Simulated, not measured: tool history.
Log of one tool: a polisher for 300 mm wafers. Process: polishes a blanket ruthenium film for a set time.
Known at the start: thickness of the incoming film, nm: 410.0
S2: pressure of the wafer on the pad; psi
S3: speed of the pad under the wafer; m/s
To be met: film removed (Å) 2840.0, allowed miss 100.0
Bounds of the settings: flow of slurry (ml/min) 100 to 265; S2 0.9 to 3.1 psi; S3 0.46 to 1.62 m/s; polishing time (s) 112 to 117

Run 1, hour 0.0: flow of slurry (ml/min) 170, S2 2.0 psi, S3 1.04 m/s, polishing time (s) 112. Result: film removed (Å) 1413.1.
Run 2, hour 1.8: flow of slurry (ml/min) 170, S2 2.0 psi, S3 1.14 m/s, polishing time (s) 112. Result: film removed (Å) 1535.2.
Run 3, hour 6.5: flow of slurry (ml/min) 175, S2 2.3 psi, S3 1.16 m/s, polishing time (s) 112. Result: film removed (Å) 1806.9.
Run 4, hour 9.1: flow of slurry (ml/min) 175, S2 2.3 psi, S3 1.16 m/s, polishing time (s) 112. Result: film removed (Å) 1814.3.
Run 5, hour 17.9: flow of slurry (ml/min) 180, S2 2.5 psi, S3 1.18 m/s, polishing time (s) 112. Result: film removed (Å) 1968.0.
Run 6, hour 22.5: flow of slurry (ml/min) 180, S2 2.5 psi, S3 1.18 m/s, polishing time (s) 117. Result: film removed (Å) 2117.5.
Run 7, hour 25.2: flow of slurry (ml/min) 180, S2 2.7 psi, S3 1.20 m/s, polishing time (s) 117. Result: film removed (Å) 2279.1.
Run 8, hour 31.5: flow of slurry (ml/min) 185, S2 2.8 psi, S3 1.22 m/s, polishing time (s) 117. Result: film removed (Å) 2402.4.
Run 9, hour 39.3: flow of slurry (ml/min) 185, S2 2.9 psi, S3 1.24 m/s, polishing time (s) 117. Result: film removed (Å) 2499.9.

4 next moves are on the table. One of them brings every result within its allowed miss. Which?
Run A, hour 47.1: flow of slurry (ml/min) 200, S2 3.1 psi, S3 1.28 m/s, polishing time (s) 117. Result: film removed (Å) ?.
Run B, hour 47.1: flow of slurry (ml/min) 160, S2 3.1 psi, S3 1.44 m/s, polishing time (s) 117. Result: film removed (Å) ?.
Run C, hour 47.1: flow of slurry (ml/min) 200, S2 3.1 psi, S3 1.40 m/s, polishing time (s) 117. Result: film removed (Å) ?.
Run D, hour 47.1: flow of slurry (ml/min) 220, S2 3.1 psi, S3 1.42 m/s, polishing time (s) 117. Result: film removed (Å) ?.

move  film removed (Å)
   A            2800.3
   B            3078.4
   C            3056.4
   D            3125.2
A: meets every target
B: takes the result that was furthest off past its target
C: takes the result that was furthest off past its target
D: takes the result that was furthest off past its target
Answer: A
